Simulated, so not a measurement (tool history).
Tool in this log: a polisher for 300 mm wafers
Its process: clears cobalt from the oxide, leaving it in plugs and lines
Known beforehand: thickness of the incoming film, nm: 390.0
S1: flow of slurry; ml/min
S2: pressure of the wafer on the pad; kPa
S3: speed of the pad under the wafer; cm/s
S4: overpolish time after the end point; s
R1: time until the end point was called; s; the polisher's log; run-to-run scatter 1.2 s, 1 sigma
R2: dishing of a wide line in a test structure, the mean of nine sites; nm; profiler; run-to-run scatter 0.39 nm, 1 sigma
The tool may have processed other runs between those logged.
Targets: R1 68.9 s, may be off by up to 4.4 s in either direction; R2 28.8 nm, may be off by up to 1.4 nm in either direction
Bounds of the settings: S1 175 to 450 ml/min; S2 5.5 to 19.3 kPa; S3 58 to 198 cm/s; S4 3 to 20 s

run 1 hour=0 | S1=290 S2=12.4 S3=128 S4=10 | R1=72.398 R2=35.078
run 2 hour=8.7 | S1=290 S2=12.4 S3=128 S4=11 | R1=71 R2=37.66
run 3 hour=14.5 | S1=290 S2=14.5 S3=128 S4=11 | R1=62.46 R2=40.013
run 4 hour=19.8 | S1=290 S2=16.5 S3=128 S4=11 | R1=58.63 R2=42.024
run 5 hour=27.3 | S1=290 S2=16.5 S3=108 S4=11 | R1=67.545 R2=39.249
run 6 hour=28.2 | S1=290 S2=16.5 S3=126 S4=11 | R1=57.218 R2=41.049
run 7 hour=34.2 | S1=290 S2=15.9 S3=126 S4=10 | R1=59.406 R2=39.087
run 8 hour=41.6 | S1=290 S2=15.2 S3=126 S4=9 | R1=62.272 R2=36.141
run 9 hour=43.3 | S1=290 S2=14.5 S3=126 S4=8 | R1=65.718 R2=32.745

Exercise: of the 4 proposed moves below, exactly one satisfies all targets within the stated allowed misses. Which move is it?
run A hour=45 | S1=285 S2=15.2 S3=140 S4=10 | R1=? R2=?
run B hour=45 | S1=305 S2=16.5 S3=116 S4=9 | R1=? R2=?
run C hour=45 | S1=320 S2=14.5 S3=114 S4=9 | R1=? R2=?
run D hour=45 | S1=215 S2=14.5 S3=120 S4=7 | R1=? R2=?

move=A R1=59.129 R2=40.549
move=B R1=64.942 R2=36.379
move=C R1=72.649 R2=34.026
move=D R1=71.623 R2=29.123
A: further off than the last run
B: further off than the last run
C: further off than the last run
D: every result within its allowed miss
So the answer is move D, the one that meets all the targets.
